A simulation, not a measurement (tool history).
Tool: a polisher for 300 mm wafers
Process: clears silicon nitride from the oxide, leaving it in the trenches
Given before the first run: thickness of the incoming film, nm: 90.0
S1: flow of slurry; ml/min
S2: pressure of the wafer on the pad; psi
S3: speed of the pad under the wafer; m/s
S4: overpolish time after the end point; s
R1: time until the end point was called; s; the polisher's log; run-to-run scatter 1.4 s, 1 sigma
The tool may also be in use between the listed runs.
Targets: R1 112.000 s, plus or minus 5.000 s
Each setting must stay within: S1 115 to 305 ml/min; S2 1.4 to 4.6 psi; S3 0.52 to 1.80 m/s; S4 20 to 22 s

run	hour	S1	S2	S3	S4	R1
1	0.0	195	3.0	1.16	20	82.556
2	8.4	195	2.8	1.16	20	87.091
3	10.2	195	2.6	1.16	20	95.375
4	11.0	195	2.5	1.16	20	98.987
5	12.7	195	3.1	1.16	20	81.833
6	19.6	195	2.9	1.16	20	84.654
7	24.0	195	2.8	1.16	20	89.043
8	29.0	195	2.7	1.16	20	90.662
9	37.5	195	2.6	1.16	20	96.002
10	42.4	195	2.5	1.16	20	99.994
11	45.2	195	2.4	1.16	20	104.480

Below are 4 possible settings for the next run. Only one of them brings all results inside the allowed miss of their targets. Which is it?
A	48.0	230	2.1	1.44	22	?
B	48.0	205	2.2	1.44	21	?
C	48.0	150	2.2	1.22	22	?
D	48.0	200	2.2	1.32	21	?

move	R1
A	95.765
B	92.571
C	109.430
D	99.694
A: the biggest miss grows against the last run
B: the biggest miss grows against the last run
C: all results in spec
D: the biggest miss grows against the last run
The move that meets every target is C.
